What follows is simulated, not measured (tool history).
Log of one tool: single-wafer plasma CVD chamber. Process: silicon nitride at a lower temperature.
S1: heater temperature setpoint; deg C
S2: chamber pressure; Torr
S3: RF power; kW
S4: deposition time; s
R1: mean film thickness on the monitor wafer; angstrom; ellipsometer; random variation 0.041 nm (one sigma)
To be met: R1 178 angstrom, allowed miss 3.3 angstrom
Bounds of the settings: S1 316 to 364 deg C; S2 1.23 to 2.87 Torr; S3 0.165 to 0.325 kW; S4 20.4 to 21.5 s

run	day	S1	S2	S3	S4	R1
1	0	340	2.05	0.245	21.5	232.36
2	0.321	340	1.85	0.225	21.4	209.24
3	0.492	340	1.85	0.225	20.4	198.82
4	0.838	340	1.68	0.225	20.4	194.38
5	1.158	340	2.01	0.225	20.4	203.5
6	1.208	344	2.01	0.225	20.4	202.99
7	1.525	344	1.78	0.22	20.4	192.19
# day 1.592: capacitance manometer re-zeroed and calibrated
8	1.592	345	1.66	0.22	20.4	187
9	1.8	347	1.61	0.22	20.4	184.68
10	1.904	349	1.57	0.22	20.4	184.05
11	2.217	350	1.52	0.22	20.4	182.08

Which of these 4 next moves meets every target?
A	2.529	347	1.47	0.22	21.3	?
B	2.529	360	1.73	0.2	20.4	?
C	2.529	358	1.84	0.205	21.1	?
D	2.529	360	1.23	0.225	20.8	?

move	R1
A	188.71
B	171.63
C	184.73
D	178.56
A: further off than the last run
B: takes the result that was furthest off past its target
C: further off than the last run
D: meets every target
The right move is D.
